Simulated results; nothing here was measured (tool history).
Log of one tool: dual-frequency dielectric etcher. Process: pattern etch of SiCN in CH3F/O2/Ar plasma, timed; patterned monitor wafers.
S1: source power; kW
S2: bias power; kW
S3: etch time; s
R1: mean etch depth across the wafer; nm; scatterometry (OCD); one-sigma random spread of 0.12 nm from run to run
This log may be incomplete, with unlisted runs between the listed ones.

{"run": 1, "hour": 0.0, "S1": 0.43, "S2": 0.061, "S3": 68.0, "R1": 26.609}
{"run": 2, "hour": 4.2, "S1": 0.41, "S2": 0.06, "S3": 68.0, "R1": 25.68}
{"run": 3, "hour": 10.0, "S1": 0.41, "S2": 0.06, "S3": 70.5, "R1": 26.736}
{"run": 4, "hour": 14.9, "S1": 0.39, "S2": 0.06, "S3": 70.5, "R1": 26.075}
{"run": 5, "hour": 19.1, "S1": 0.38, "S2": 0.06, "S3": 70.5, "R1": 25.582}
{"run": 6, "hour": 27.3, "S1": 0.37, "S2": 0.06, "S3": 70.5, "R1": 25.409}

Run 7 comes next. What will it give?
{"run": 7, "hour": 29.6, "S1": 0.36, "S2": 0.06, "S3": 70.5, "R1": "?"}

Run 7 measured R1 25.107 nm.
